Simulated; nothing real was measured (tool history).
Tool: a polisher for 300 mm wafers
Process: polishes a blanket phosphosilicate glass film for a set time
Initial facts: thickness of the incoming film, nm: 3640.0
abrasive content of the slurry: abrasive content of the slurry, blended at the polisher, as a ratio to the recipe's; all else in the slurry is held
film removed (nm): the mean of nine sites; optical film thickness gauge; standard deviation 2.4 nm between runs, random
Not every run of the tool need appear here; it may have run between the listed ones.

run	hour	flow of slurry (ml/min)	pressure of the wafer on the pad (kPa)	speed of the pad under the wafer (cm/s)	abrasive content of the slurry	polishing time (s)	film removed (nm)
1	0	310	25.5	110	1	42	486.23
2	2.1	310	22.1	110	1	42	422.37
3	6.9	310	22.1	138	1	42	501.43
4	11.5	310	18.6	136	1	42	420.2
5	13.1	310	22.1	136	1	42	504.01
6	13.7	310	18.6	136	1	42	421.27

Run 7 is up next; what results do you expect?
7	15.9	310	16.5	136	1	42	?

film removed (nm): 381.46
